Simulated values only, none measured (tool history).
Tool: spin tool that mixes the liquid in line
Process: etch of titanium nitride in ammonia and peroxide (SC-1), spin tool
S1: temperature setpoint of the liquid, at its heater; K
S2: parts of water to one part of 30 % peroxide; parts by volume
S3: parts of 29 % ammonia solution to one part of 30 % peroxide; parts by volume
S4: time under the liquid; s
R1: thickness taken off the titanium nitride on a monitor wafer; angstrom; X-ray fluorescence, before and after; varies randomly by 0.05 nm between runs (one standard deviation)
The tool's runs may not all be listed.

run  hour      S1   S2   S3  S4      R1
  1   0.0  329.15  6.5  0.4  50  36.001
  2   6.9  329.15  6.5  0.4  50  35.590
  3  13.6  329.15  6.5  0.5  50  36.328
  4  18.7  329.15  5.0  0.5  50  41.531
  5  20.0  324.65  5.0  0.5  50  30.465
  6  22.1  324.65  5.0  0.5  50  30.626

Run 7 is up next; what results do you expect?
     27.5  -- thermometer replaced
  7  27.5  326.65  5.0  0.5  50   ?

{"run 7": {"R1": 31.398}}
